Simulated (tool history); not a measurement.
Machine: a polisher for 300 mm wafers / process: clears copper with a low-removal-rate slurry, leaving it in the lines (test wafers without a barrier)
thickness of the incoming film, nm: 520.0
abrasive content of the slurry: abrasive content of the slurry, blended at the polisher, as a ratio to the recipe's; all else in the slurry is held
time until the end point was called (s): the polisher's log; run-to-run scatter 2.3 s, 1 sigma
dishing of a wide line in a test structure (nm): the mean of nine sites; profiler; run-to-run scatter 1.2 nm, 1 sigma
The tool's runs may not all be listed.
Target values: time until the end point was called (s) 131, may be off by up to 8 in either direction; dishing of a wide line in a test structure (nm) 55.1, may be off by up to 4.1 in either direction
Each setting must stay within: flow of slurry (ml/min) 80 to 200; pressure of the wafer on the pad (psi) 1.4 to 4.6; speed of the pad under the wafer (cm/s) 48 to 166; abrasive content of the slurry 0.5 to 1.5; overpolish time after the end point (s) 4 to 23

run,hour,flow of slurry (ml/min),pressure of the wafer on the pad (psi),speed of the pad under the wafer (cm/s),abrasive content of the slurry,overpolish time after the end point (s),time until the end point was called (s),dishing of a wide line in a test structure (nm)
1,0,130,3,106,1,12,151.24,33.991
2,5,130,3,106,1,16,152.02,44.523
3,9.4,130,3.1,106,1,16,151.56,44.2
4,12.2,130,3.1,106,0.9,16,147.76,44.224
5,20.4,105,3.1,106,0.9,16,154.23,44.362
6,21.3,105,3.1,92,0.9,16,175.61,38.722
7,22.3,105,3.3,92,0.9,16,163.14,40.165
8,28,105,3.4,92,0.9,16,161.74,43.509
9,30.6,105,3.5,92,0.9,16,158.15,41.284
10,31.4,105,3.6,94,0.9,16,148.18,43.701
11,39.8,105,3.7,94,0.9,16,143.87,44.81
12,42.7,105,3.8,96,0.9,17,138.17,50.443

Below are 4 possible settings for the next run. Only one of them brings all results inside the allowed miss of their targets. Which is it?
A,45.6,110,3.9,102,0.75,18,?,?
B,45.6,110,3.8,96,0.95,16,?,?
C,45.6,90,3.9,110,0.8,14,?,?
D,45.6,95,3,122,0.75,19,?,?

move,time until the end point was called (s),dishing of a wide line in a test structure (nm)
A,126.8,57.59
B,132.42,50.139
C,122.01,47.993
D,142.3,53.961
A: meets every target
B: lands further from the targets than the last run did
C: lands further from the targets than the last run did
D: gets the furthest-off result to its target, but another result is out of tolerance
Answer: A
